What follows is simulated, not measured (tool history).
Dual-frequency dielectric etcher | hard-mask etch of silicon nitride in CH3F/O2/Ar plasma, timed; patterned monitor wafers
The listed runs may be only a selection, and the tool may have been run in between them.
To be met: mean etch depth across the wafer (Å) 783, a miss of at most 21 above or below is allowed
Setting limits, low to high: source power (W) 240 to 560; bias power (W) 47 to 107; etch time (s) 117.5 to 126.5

| run | hour | source power (W) | bias power (W) | etch time (s) | mean etch depth across the wafer (Å) |
|---|---|---|---|---|---|
| 1 | 0 | 400 | 77 | 126.5 | 907.38 |
| 2 | 2.4 | 380 | 76 | 126 | 880.66 |
| 3 | 10.9 | 380 | 71 | 126 | 863.14 |
| 4 | 17.2 | 370 | 70 | 126 | 856.32 |
| 5 | 20 | 360 | 69 | 126 | 850.09 |
| 6 | 28.8 | 350 | 68 | 125.5 | 836.97 |
| 7 | 34.1 | 340 | 67 | 125 | 827.42 |
| 8 | 42.2 | 330 | 66 | 124.5 | 814.23 |

Which single option among these 5 for the next run brings every result within its allowed miss of target? Just one does.
| A | 50.3 | 370 | 60 | 126.5 | ? |
| B | 50.3 | 330 | 65 | 121 | ? |
| C | 50.3 | 340 | 68 | 126.5 | ? |
| D | 50.3 | 330 | 76 | 126.5 | ? |
| E | 50.3 | 360 | 85 | 117.5 | ? |

| move | mean etch depth across the wafer (Å) |
|---|---|
| A | 827.81 |
| B | 786.31 |
| C | 837.74 |
| D | 857.38 |
| E | 839 |
A: moves away from the targets compared with the last run
B: all results in spec
C: moves away from the targets compared with the last run
D: moves away from the targets compared with the last run
E: moves away from the targets compared with the last run
Answer: B
